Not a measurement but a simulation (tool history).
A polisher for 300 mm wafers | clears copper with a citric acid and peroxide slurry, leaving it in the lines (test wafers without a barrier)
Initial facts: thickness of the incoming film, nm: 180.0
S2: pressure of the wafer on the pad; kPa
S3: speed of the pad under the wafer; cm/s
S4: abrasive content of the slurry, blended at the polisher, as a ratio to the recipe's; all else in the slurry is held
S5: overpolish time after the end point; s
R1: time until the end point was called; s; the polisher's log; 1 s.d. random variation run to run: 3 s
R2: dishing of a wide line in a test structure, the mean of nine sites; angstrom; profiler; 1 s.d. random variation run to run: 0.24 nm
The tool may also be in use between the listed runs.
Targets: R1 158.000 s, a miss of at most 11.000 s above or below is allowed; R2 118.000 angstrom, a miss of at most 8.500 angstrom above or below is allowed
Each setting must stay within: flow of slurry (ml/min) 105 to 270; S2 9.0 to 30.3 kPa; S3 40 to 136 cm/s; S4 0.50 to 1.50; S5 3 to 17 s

{"run": 1, "hour": 0.0, "flow of slurry (ml/min)": 175, "S2": 19.3, "S3": 88, "S4": 1.0, "S5": 9, "R1": 90.919, "R2": 130.55}
{"run": 2, "hour": 1.8, "flow of slurry (ml/min)": 175, "S2": 17.2, "S3": 88, "S4": 1.0, "S5": 9, "R1": 98.952, "R2": 116.63}
{"run": 3, "hour": 8.3, "flow of slurry (ml/min)": 175, "S2": 17.2, "S3": 88, "S4": 1.2, "S5": 9, "R1": 100.61, "R2": 122.45}
{"run": 4, "hour": 9.3, "flow of slurry (ml/min)": 175, "S2": 17.2, "S3": 88, "S4": 1.1, "S5": 9, "R1": 101.17, "R2": 121.81}
{"run": 5, "hour": 16.0, "flow of slurry (ml/min)": 175, "S2": 14.5, "S3": 86, "S4": 1.1, "S5": 10, "R1": 125.74, "R2": 110.07}
{"run": 6, "hour": 16.9, "flow of slurry (ml/min)": 175, "S2": 14.5, "S3": 86, "S4": 1.2, "S5": 10, "R1": 124.09, "R2": 107.16}
{"run": 7, "hour": 20.1, "flow of slurry (ml/min)": 155, "S2": 9.7, "S3": 84, "S4": 1.1, "S5": 13, "R1": 178.45, "R2": 92.704}
{"run": 8, "hour": 22.0, "flow of slurry (ml/min)": 165, "S2": 10.3, "S3": 84, "S4": 1.1, "S5": 13, "R1": 175.97, "R2": 99.513}
{"run": 9, "hour": 28.6, "flow of slurry (ml/min)": 170, "S2": 11.0, "S3": 84, "S4": 1.1, "S5": 13, "R1": 162.53, "R2": 106.47}
{"run": 10, "hour": 35.2, "flow of slurry (ml/min)": 175, "S2": 11.0, "S3": 84, "S4": 1.1, "S5": 13, "R1": 155.03, "R2": 108.36}

Pick the move, out of 4, that brings all results within their allowed miss; only one does.
{"run": "A", "hour": 41.8, "flow of slurry (ml/min)": 165, "S2": 10.3, "S3": 94, "S4": 1.1, "S5": 16, "R1": "?", "R2": "?"}
{"run": "B", "hour": 41.8, "flow of slurry (ml/min)": 235, "S2": 13.8, "S3": 80, "S4": 1.2, "S5": 14, "R1": "?", "R2": "?"}
{"run": "C", "hour": 41.8, "flow of slurry (ml/min)": 140, "S2": 12.4, "S3": 86, "S4": 0.65, "S5": 14, "R1": "?", "R2": "?"}
{"run": "D", "hour": 41.8, "flow of slurry (ml/min)": 195, "S2": 12.4, "S3": 90, "S4": 1.1, "S5": 14, "R1": "?", "R2": "?"}

move=A R1=158.200 R2=138.320
move=B R1=130.160 R2=147.650
move=C R1=161.670 R2=119.860
move=D R1=134.770 R2=142.490
A: carries the result that was furthest off beyond its target, to the other side
B: carries the result that was furthest off beyond its target, to the other side
C: in spec on every target
D: carries the result that was furthest off beyond its target, to the other side
Correct choice: C, which meets every target
